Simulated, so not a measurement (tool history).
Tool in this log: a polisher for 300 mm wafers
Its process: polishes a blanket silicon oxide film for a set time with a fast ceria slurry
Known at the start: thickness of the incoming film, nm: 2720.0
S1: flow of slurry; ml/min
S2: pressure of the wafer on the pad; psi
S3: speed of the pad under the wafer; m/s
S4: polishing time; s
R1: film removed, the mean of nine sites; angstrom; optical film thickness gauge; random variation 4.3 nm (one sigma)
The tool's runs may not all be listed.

Run 1, hour 0: S1 120 ml/min, S2 3 psi, S3 1.12 m/s, S4 35 s. Result: R1 6423.3 angstrom.
Run 2, hour 5.9: S1 120 ml/min, S2 2.4 psi, S3 1.12 m/s, S4 35 s. Result: R1 5236.2 angstrom.
Run 3, hour 8.3: S1 120 ml/min, S2 2.4 psi, S3 1.12 m/s, S4 35 s. Result: R1 5344.2 angstrom.
Run 4, hour 9.8: S1 120 ml/min, S2 3 psi, S3 1.12 m/s, S4 35 s. Result: R1 6532.9 angstrom.
Run 5, hour 10.3: S1 115 ml/min, S2 2.9 psi, S3 1.12 m/s, S4 35 s. Result: R1 6214.3 angstrom.
Run 6, hour 17: S1 115 ml/min, S2 2.9 psi, S3 0.94 m/s, S4 35 s. Result: R1 5166.6 angstrom.

Estimate the outcome of run 7 from the log above:
Run 7, hour 20.3: S1 115 ml/min, S2 2.9 psi, S3 0.94 m/s, S4 35 s. Result: R1 ?.

R1: 5234.9 angstrom
